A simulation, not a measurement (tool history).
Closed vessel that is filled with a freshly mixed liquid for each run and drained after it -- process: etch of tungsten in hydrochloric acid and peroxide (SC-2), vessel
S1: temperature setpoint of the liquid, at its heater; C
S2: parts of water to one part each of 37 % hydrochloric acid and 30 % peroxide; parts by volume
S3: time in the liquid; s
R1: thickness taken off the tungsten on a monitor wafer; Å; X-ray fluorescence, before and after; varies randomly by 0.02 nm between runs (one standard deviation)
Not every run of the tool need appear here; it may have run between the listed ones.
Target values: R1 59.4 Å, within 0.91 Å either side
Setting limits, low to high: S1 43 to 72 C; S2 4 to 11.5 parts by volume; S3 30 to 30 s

run	hour	S1	S2	S3	R1
1	0	59	6.5	30	140.19
2	0.5	59	4.5	30	183.27
3	7.8	59	4	30	198.63
4	15.3	59	4	30	199.03
5	21.7	59	4	30	200.04
6	26.8	56	4.5	30	152.26
7	31.3	53.5	4.5	30	128.79
8	40.1	45.5	5.5	30	65.634
9	48.5	43.5	5.5	30	56.851

Below are 5 possible settings for the next run. Only one of them brings all results inside the allowed miss of their targets. Which is it?
A	56.9	44	6	30	?
B	56.9	45	6.5	30	?
C	56.9	44.5	6	30	?
D	56.9	44	5.5	30	?
E	56.9	44.5	6.5	30	?

move	R1
A	55.478
B	55.945
C	57.429
D	59.176
E	54.05
A: the biggest miss grows against the last run
B: the biggest miss grows against the last run
C: nearer the targets than the last run, but a result is still out of spec
D: meets every target
E: the biggest miss grows against the last run
The move that meets every target is D.
